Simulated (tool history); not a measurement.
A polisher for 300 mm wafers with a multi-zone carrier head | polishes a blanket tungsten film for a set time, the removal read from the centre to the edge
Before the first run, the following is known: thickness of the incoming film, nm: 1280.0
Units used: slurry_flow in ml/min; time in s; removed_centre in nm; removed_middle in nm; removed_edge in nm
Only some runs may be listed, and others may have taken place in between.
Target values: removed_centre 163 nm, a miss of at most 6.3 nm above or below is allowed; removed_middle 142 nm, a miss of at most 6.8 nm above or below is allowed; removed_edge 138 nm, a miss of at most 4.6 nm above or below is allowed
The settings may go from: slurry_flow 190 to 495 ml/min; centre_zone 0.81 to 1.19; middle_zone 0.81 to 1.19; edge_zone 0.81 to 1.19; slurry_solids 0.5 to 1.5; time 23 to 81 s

run	hour	slurry_flow	centre_zone	middle_zone	edge_zone	slurry_solids	time	removed_centre	removed_middle	removed_edge
1	0	320	1	1	1	1	52	237.49	229.3	229.12
2	3.2	290	1	1	1	1	52	232.11	231.73	228.74
3	4	310	1.02	0.99	0.97	0.85	47	215.3	201.51	198.3
4	5.2	310	1.02	0.99	0.97	1	47	218.63	206.36	205.72
5	12.5	310	1.02	0.99	0.97	1.15	47	220.2	213.18	208.27
6	16	310	1.02	0.99	0.89	1.15	47	223.94	214.76	203.1
7	20.9	315	1.03	0.98	0.88	1.05	43	202.77	187.93	181.28
8	24.5	315	1.03	0.98	0.87	0.95	41	191.67	175.01	167.79
9	29.2	315	1.03	0.97	0.86	0.85	40	180.69	168.65	158.67
10	33.2	315	1.03	0.95	0.85	0.75	40	177.11	163.14	157.73
11	40.8	315	1.04	0.94	0.84	0.7	39	169.66	158.13	154.13
12	41.4	320	1.06	0.94	0.84	0.65	38	171.28	153.25	144.24
13	50.1	320	1.06	0.93	0.84	0.6	38	167.41	150.34	141.66
14	55.9	320	1.06	0.92	0.84	0.6	38	165.57	145.97	141.97

4 candidate next runs follow, results not yet known. Just one meets every target within its allowed miss. Identify it.
A	61.7	280	1.07	0.89	0.86	0.55	39	?	?	?
B	61.7	350	1.06	0.97	0.83	0.5	39	?	?	?
C	61.7	320	1.04	1.02	0.84	0.55	38	?	?	?
D	61.7	330	1.04	0.89	0.81	0.85	35	?	?	?

move	removed_centre	removed_middle	removed_edge
A	169.99	147.25	147.46
B	168.96	156.69	144.74
C	162.59	159.41	142.88
D	159.88	142.39	138.49
A: the biggest miss grows against the last run
B: the biggest miss grows against the last run
C: the biggest miss grows against the last run
D: each result inside its tolerance
Move D is the one to make.

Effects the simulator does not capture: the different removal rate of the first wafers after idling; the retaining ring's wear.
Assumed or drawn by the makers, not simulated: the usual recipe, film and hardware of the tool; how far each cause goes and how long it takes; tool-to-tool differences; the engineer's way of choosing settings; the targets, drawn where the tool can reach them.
